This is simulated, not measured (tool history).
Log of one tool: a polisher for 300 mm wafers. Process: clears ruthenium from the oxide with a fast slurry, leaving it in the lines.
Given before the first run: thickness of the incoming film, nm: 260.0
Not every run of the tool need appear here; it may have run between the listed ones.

run	day	flow of slurry (ml/min)	pressure of the wafer on the pad (psi)	speed of the pad under the wafer (cm/s)	abrasive content of the slurry	overpolish time after the end point (s)	time until the end point was called (s)	dishing of a wide line in a test structure (angstrom)
1	0	140	2.4	94	1	8	78.528	233.12
2	0.088	140	2.4	94	1	4	78.416	125.08
3	0.112	135	2.2	94	1	5	85.693	138.95
4	0.338	130	2.1	94	1	6	89.729	159.11
# day 0.358: slurry nozzle cleaned
5	0.358	155	2.1	94	1	6	86.442	166.55
6	0.712	150	2	94	1	6	88.762	157.8
7	0.979	145	1.9	92	1	6	95.802	151.07
8	1.221	140	1.8	90	1	6	103.24	142.65

What does the tool deliver on the next run?
9	1.371	135	1.7	90	1	6	?	?

{"run 9": {"time until the end point was called (s)": 108.14, "dishing of a wide line in a test structure (angstrom)": 132.61}}
